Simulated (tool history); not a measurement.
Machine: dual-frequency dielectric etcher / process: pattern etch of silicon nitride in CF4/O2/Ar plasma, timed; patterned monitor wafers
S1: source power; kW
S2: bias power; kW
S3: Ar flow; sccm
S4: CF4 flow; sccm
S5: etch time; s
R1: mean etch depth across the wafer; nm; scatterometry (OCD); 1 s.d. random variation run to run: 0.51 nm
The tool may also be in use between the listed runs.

| run | day | S1 | S2 | S3 | S4 | S5 | R1 |
|---|---|---|---|---|---|---|---|
| 1 | 0 | 0.58 | 0.048 | 76 | 85 | 81 | 194.37 |
| 2 | 0.321 | 0.58 | 0.048 | 84 | 85 | 81 | 193.02 |
| 3 | 0.446 | 0.54 | 0.048 | 84 | 85 | 81 | 181.26 |
| 4 | 0.6 | 0.51 | 0.048 | 84 | 85 | 81 | 172.25 |
| 5 | 0.725 | 0.49 | 0.048 | 84 | 85 | 81 | 166.63 |
| 6 | 0.971 | 0.48 | 0.048 | 84 | 85 | 81 | 163.97 |
| 7 | 1.15 | 0.47 | 0.048 | 84 | 85 | 81 | 159.86 |

What will run 8 give?
| 8 | 1.3 | 0.46 | 0.048 | 84 | 85 | 81 | ? |

{"run 8": {"R1": 157.25}}
